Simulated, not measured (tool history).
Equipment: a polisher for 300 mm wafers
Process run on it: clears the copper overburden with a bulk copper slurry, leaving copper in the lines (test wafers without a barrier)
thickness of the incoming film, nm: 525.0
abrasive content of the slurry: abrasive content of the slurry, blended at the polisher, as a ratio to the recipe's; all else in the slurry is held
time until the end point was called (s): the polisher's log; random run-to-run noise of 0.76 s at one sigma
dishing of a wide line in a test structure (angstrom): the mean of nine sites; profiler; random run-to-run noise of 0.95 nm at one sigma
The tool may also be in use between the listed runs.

run,hour,flow of slurry (ml/min),pressure of the wafer on the pad (kPa),speed of the pad under the wafer (cm/s),abrasive content of the slurry,overpolish time after the end point (s),time until the end point was called (s),dishing of a wide line in a test structure (angstrom)
1,0.0,120,11.7,132,1.00,10,86.746,396.93
2,4.7,125,13.8,134,1.00,9,73.524,413.14
3,7.4,125,15.2,136,1.00,9,66.049,444.02
4,8.6,130,16.5,136,1.00,9,61.243,476.72
5,14.4,130,16.5,136,1.15,9,60.994,496.68
6,22.6,130,16.5,108,1.15,9,67.677,443.44

Run 7 has not been measured yet. What should we expect?
7,28.4,130,17.2,118,1.15,9,?,?

Logged for run 7: time until the end point was called (s) 60.823, dishing of a wide line in a test structure (angstrom) 471.66.

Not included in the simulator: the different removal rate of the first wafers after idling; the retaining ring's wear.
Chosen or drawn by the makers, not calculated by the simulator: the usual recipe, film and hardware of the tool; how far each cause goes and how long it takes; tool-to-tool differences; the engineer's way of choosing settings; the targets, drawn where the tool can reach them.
